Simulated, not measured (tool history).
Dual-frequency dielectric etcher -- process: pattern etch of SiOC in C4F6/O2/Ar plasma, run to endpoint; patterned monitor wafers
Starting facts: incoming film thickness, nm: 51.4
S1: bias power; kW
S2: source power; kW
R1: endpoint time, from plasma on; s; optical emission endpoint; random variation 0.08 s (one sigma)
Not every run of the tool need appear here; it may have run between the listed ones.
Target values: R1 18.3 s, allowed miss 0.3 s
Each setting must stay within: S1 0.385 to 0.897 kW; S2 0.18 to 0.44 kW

{"run": 1, "hour": 0.0, "S1": 0.641, "S2": 0.31, "R1": 17.76}
{"run": 2, "hour": 7.1, "S1": 0.753, "S2": 0.31, "R1": 16.205}
{"run": 3, "hour": 14.0, "S1": 0.753, "S2": 0.36, "R1": 15.406}
{"run": 4, "hour": 20.1, "S1": 0.861, "S2": 0.36, "R1": 14.486}
{"run": 5, "hour": 24.8, "S1": 0.861, "S2": 0.31, "R1": 15.089}
{"run": 6, "hour": 33.4, "S1": 0.897, "S2": 0.31, "R1": 14.88}
{"run": 7, "hour": 39.4, "S1": 0.852, "S2": 0.31, "R1": 15.351}
{"run": 8, "hour": 48.4, "S1": 0.815, "S2": 0.31, "R1": 15.639}
{"run": 9, "hour": 57.0, "S1": 0.782, "S2": 0.31, "R1": 16.018}
{"run": 10, "hour": 61.6, "S1": 0.755, "S2": 0.31, "R1": 16.243}
{"run": 11, "hour": 63.1, "S1": 0.73, "S2": 0.31, "R1": 16.657}
{"run": 12, "hour": 67.6, "S1": 0.712, "S2": 0.31, "R1": 16.812}
{"run": 13, "hour": 73.4, "S1": 0.584, "S2": 0.3, "R1": 19.022}
{"run": 14, "hour": 75.7, "S1": 0.591, "S2": 0.3, "R1": 18.804}

Which single option among these 5 for the next run brings every result within its allowed miss of target? Just one does.
{"run": "A", "hour": 78.0, "S1": 0.585, "S2": 0.28, "R1": "?"}
{"run": "B", "hour": 78.0, "S1": 0.582, "S2": 0.28, "R1": "?"}
{"run": "C", "hour": 78.0, "S1": 0.612, "S2": 0.28, "R1": "?"}
{"run": "D", "hour": 78.0, "S1": 0.588, "S2": 0.3, "R1": "?"}
{"run": "E", "hour": 78.0, "S1": 0.641, "S2": 0.28, "R1": "?"}

move=A R1=19.287
move=B R1=19.344
move=C R1=18.799
move=D R1=18.802
move=E R1=18.317
A: lands further from the targets than the last run did
B: lands further from the targets than the last run did
C: no better and no worse than the last run
D: no better and no worse than the last run
E: in spec on every target
The right move is E.

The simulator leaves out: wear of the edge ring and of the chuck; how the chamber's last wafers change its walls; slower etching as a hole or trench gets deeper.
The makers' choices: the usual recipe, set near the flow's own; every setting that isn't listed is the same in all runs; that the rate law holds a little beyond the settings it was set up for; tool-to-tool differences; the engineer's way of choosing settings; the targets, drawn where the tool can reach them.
